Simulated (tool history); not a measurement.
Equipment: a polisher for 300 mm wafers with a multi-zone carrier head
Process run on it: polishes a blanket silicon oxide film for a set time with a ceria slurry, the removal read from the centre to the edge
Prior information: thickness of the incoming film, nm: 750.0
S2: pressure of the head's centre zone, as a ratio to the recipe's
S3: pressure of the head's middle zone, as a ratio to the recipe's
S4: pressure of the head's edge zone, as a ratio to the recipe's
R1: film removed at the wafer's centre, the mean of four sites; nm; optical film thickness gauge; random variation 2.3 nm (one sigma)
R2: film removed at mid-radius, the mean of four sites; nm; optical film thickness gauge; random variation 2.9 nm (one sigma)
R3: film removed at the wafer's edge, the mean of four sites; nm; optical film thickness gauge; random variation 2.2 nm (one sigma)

run 1 hour=0.0 | flow_of_slurry_(ml/min)=265 S2=1.00 S3=1.00 S4=1.00 polishing_time_(s)=38 | R1=186.79 R2=168.24 R3=163.10
run 2 hour=5.6 | flow_of_slurry_(ml/min)=270 S2=1.01 S3=1.02 S4=1.01 polishing_time_(s)=39 | R1=196.30 R2=179.01 R3=171.75
run 3 hour=12.8 | flow_of_slurry_(ml/min)=280 S2=1.02 S3=1.04 S4=1.01 polishing_time_(s)=39 | R1=195.26 R2=177.90 R3=172.60
run 4 hour=16.6 | flow_of_slurry_(ml/min)=275 S2=1.03 S3=1.06 S4=1.00 polishing_time_(s)=40 | R1=203.49 R2=186.95 R3=175.81
run 5 hour=20.5 | flow_of_slurry_(ml/min)=275 S2=1.03 S3=1.06 S4=1.03 polishing_time_(s)=40 | R1=207.15 R2=180.53 R3=179.36
run 6 hour=26.8 | flow_of_slurry_(ml/min)=280 S2=1.04 S3=1.07 S4=1.02 polishing_time_(s)=40 | R1=210.42 R2=183.14 R3=178.86

What does the tool deliver on the next run?
run 7 hour=31.4 | flow_of_slurry_(ml/min)=280 S2=1.04 S3=1.08 S4=1.01 polishing_time_(s)=40 | R1=? R2=? R3=?

Logged for run 7: R1 205.23 nm, R2 187.51 nm, R3 174.82 nm.

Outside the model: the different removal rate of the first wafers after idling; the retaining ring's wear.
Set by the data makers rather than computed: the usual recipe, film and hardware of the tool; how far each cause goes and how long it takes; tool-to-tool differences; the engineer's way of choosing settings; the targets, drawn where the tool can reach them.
